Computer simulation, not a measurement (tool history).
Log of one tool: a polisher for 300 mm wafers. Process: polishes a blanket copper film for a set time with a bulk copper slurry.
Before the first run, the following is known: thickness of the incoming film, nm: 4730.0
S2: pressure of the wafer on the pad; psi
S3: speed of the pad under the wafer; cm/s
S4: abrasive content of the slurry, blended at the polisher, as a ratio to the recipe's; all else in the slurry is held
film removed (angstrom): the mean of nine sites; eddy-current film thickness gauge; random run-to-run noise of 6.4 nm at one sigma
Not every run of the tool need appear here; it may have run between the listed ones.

run 1 hour=0.0 | flow_of_slurry_(ml/min)=125 S2=2.1 S3=130 S4=1.0 polishing_time_(s)=40 | film_removed_(angstrom)=3946.1
run 2 hour=5.6 | flow_of_slurry_(ml/min)=125 S2=2.1 S3=118 S4=1.0 polishing_time_(s)=40 | film_removed_(angstrom)=3644.3
run 3 hour=9.6 | flow_of_slurry_(ml/min)=130 S2=2.2 S3=118 S4=1.0 polishing_time_(s)=40 | film_removed_(angstrom)=3872.0
run 4 hour=16.9 | flow_of_slurry_(ml/min)=130 S2=2.2 S3=118 S4=1.0 polishing_time_(s)=40 | film_removed_(angstrom)=3881.5
run 5 hour=22.2 | flow_of_slurry_(ml/min)=130 S2=2.2 S3=118 S4=1.0 polishing_time_(s)=40 | film_removed_(angstrom)=3749.5
run 6 hour=27.5 | flow_of_slurry_(ml/min)=160 S2=2.2 S3=118 S4=1.0 polishing_time_(s)=40 | film_removed_(angstrom)=3879.5
run 7 hour=35.0 | flow_of_slurry_(ml/min)=160 S2=2.3 S3=118 S4=1.0 polishing_time_(s)=40 | film_removed_(angstrom)=3959.1
run 8 hour=38.9 | flow_of_slurry_(ml/min)=160 S2=2.3 S3=118 S4=1.0 polishing_time_(s)=40 | film_removed_(angstrom)=4030.5
run 9 hour=42.1 | flow_of_slurry_(ml/min)=160 S2=2.3 S3=118 S4=1.0 polishing_time_(s)=40 | film_removed_(angstrom)=4058.1

Run 10 is up next; what results do you expect?
run 10 hour=49.6 | flow_of_slurry_(ml/min)=160 S2=2.4 S3=118 S4=1.0 polishing_time_(s)=40 | film_removed_(angstrom)=?

Run 10 gave film removed (angstrom) 4235.3.
